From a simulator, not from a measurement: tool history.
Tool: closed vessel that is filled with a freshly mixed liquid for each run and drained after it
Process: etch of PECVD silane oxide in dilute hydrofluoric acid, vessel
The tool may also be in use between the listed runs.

run	hour	temperature setpoint of the liquid (°C)	parts of water to one part of 49 % hydrofluoric acid (parts by volume)	time in the liquid (s)	thickness taken off the PECVD silane oxide on a monitor wafer (Å)
1	0.0	21.0	275	35	23.783
2	2.2	21.0	275	30	19.909
3	8.1	19.5	275	30	19.065
4	15.3	19.5	275	30	18.783
5	20.0	22.5	270	30	22.151
6	23.2	22.5	185	30	34.575

For run 7, what comes out?
7	27.0	23.0	185	30	?

{"run 7": {"thickness taken off the PECVD silane oxide on a monitor wafer (Å)": 35.272}}

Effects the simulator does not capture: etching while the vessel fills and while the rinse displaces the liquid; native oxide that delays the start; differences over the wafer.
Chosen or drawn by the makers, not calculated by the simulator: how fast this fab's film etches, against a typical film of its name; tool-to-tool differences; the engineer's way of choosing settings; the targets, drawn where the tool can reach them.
